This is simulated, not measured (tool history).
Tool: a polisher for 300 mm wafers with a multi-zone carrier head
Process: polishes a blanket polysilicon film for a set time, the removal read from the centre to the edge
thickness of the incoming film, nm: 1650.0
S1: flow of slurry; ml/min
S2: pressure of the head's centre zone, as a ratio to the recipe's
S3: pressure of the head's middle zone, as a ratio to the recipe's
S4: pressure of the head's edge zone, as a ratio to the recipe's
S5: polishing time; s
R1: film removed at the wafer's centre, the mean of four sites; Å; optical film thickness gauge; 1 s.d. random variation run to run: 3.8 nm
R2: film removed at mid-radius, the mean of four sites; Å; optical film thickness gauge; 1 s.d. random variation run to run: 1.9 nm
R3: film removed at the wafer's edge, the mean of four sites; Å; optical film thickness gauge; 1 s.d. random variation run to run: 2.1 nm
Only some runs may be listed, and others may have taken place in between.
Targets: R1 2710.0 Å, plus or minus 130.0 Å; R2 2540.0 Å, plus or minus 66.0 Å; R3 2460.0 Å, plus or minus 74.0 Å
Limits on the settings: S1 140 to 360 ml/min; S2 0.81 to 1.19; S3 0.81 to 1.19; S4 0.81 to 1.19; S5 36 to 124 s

| run | hour | S1 | S2 | S3 | S4 | S5 | R1 | R2 | R3 |
|---|---|---|---|---|---|---|---|---|---|
| 1 | 0.0 | 230 | 1.00 | 1.00 | 1.00 | 79 | 4527.7 | 4321.1 | 4389.4 |
| 2 | 4.6 | 230 | 1.00 | 1.00 | 0.98 | 73 | 4131.3 | 4048.3 | 3959.2 |
| 3 | 8.4 | 230 | 1.00 | 1.03 | 0.98 | 73 | 4099.2 | 4121.4 | 3959.5 |
| 4 | 12.9 | 225 | 1.00 | 1.01 | 0.96 | 69 | 3908.9 | 3869.5 | 3752.2 |
| 5 | 15.5 | 225 | 1.00 | 0.93 | 0.96 | 69 | 3973.0 | 3628.1 | 3773.9 |
| 6 | 23.7 | 225 | 0.92 | 0.93 | 0.96 | 69 | 3699.1 | 3635.0 | 3763.2 |
| 7 | 25.0 | 225 | 0.93 | 0.93 | 0.94 | 65 | 3580.2 | 3427.2 | 3516.9 |
| 8 | 29.4 | 225 | 0.93 | 0.93 | 0.92 | 62 | 3299.5 | 3236.4 | 3323.4 |
| 9 | 37.5 | 225 | 0.95 | 0.93 | 0.90 | 60 | 3233.2 | 3128.5 | 3147.7 |
| 10 | 44.9 | 225 | 0.96 | 0.93 | 0.89 | 58 | 3328.5 | 3026.3 | 3023.0 |
| 11 | 45.6 | 220 | 0.95 | 0.93 | 0.88 | 57 | 3111.7 | 2942.2 | 3024.0 |
| 12 | 54.5 | 230 | 0.95 | 0.93 | 0.87 | 55 | 3011.7 | 2872.3 | 2858.3 |
| 13 | 60.9 | 230 | 0.95 | 0.93 | 0.86 | 54 | 2897.6 | 2823.4 | 2801.0 |
| 14 | 65.3 | 230 | 0.96 | 0.93 | 0.85 | 53 | 2963.5 | 2774.2 | 2681.4 |
| 15 | 71.1 | 230 | 0.96 | 0.93 | 0.85 | 52 | 2889.4 | 2723.0 | 2669.0 |
| 16 | 72.3 | 230 | 0.96 | 0.93 | 0.84 | 51 | 2769.0 | 2665.8 | 2555.0 |
| 17 | 75.2 | 230 | 0.96 | 0.93 | 0.84 | 51 | 2815.7 | 2677.8 | 2639.2 |

Exactly one of the 4 candidate moves below puts every result within its allowed miss. Which one?
| A | 78.1 | 150 | 0.85 | 0.84 | 0.93 | 55 | ? | ? | ? |
| B | 78.1 | 160 | 0.85 | 0.88 | 0.89 | 54 | ? | ? | ? |
| C | 78.1 | 230 | 0.94 | 0.92 | 0.84 | 54 | ? | ? | ? |
| D | 78.1 | 260 | 0.95 | 0.92 | 0.81 | 48 | ? | ? | ? |

| move | R1 | R2 | R3 |
|---|---|---|---|
| A | 2590.7 | 2492.2 | 2800.8 |
| B | 2573.3 | 2563.0 | 2713.3 |
| C | 2972.7 | 2785.2 | 2739.1 |
| D | 2707.9 | 2509.5 | 2420.8 |
A: moves away from the targets compared with the last run
B: moves away from the targets compared with the last run
C: moves away from the targets compared with the last run
D: all results land within tolerance of their targets
Answer: D
